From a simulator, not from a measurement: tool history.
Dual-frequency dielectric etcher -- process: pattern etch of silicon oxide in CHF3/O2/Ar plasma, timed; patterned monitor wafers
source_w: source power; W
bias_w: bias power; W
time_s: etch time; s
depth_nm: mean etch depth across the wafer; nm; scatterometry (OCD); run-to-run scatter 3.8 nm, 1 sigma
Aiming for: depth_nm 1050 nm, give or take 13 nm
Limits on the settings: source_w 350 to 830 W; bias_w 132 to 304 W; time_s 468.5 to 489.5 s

{"run": 1, "hour": 0.0, "source_w": 590, "bias_w": 218, "time_s": 468.5, "depth_nm": 893.57}
{"run": 2, "hour": 6.1, "source_w": 590, "bias_w": 218, "time_s": 468.5, "depth_nm": 889.81}
{"run": 3, "hour": 7.1, "source_w": 680, "bias_w": 218, "time_s": 468.5, "depth_nm": 953.91}
{"run": 4, "hour": 14.2, "source_w": 730, "bias_w": 218, "time_s": 468.5, "depth_nm": 973.79}
{"run": 5, "hour": 21.8, "source_w": 730, "bias_w": 218, "time_s": 468.5, "depth_nm": 983.69}
{"run": 6, "hour": 26.6, "source_w": 760, "bias_w": 219, "time_s": 468.5, "depth_nm": 1002.2}
{"run": 7, "hour": 27.6, "source_w": 780, "bias_w": 220, "time_s": 468.5, "depth_nm": 1014.5}
{"run": 8, "hour": 30.3, "source_w": 790, "bias_w": 221, "time_s": 468.5, "depth_nm": 1015.4}
{"run": 9, "hour": 35.8, "source_w": 800, "bias_w": 223, "time_s": 468.5, "depth_nm": 1026.9}
{"run": 10, "hour": 38.1, "source_w": 810, "bias_w": 224, "time_s": 468.5, "depth_nm": 1029.2}

Exercise: of the 4 proposed moves below, exactly one satisfies all targets within the stated allowed misses. Which move is it?
{"run": "A", "hour": 40.4, "source_w": 830, "bias_w": 217, "time_s": 484.5, "depth_nm": "?"}
{"run": "B", "hour": 40.4, "source_w": 720, "bias_w": 215, "time_s": 489.5, "depth_nm": "?"}
{"run": "C", "hour": 40.4, "source_w": 720, "bias_w": 261, "time_s": 474, "depth_nm": "?"}
{"run": "D", "hour": 40.4, "source_w": 800, "bias_w": 202, "time_s": 476.5, "depth_nm": "?"}

move=A depth_nm=1067.9
move=B depth_nm=1010.1
move=C depth_nm=1050.4
move=D depth_nm=1007.3
A: the result that was furthest off in the last run now lies on the other side of its target
B: lands further from the targets than the last run did
C: all results land within tolerance of their targets
D: lands further from the targets than the last run did
The right move is C.
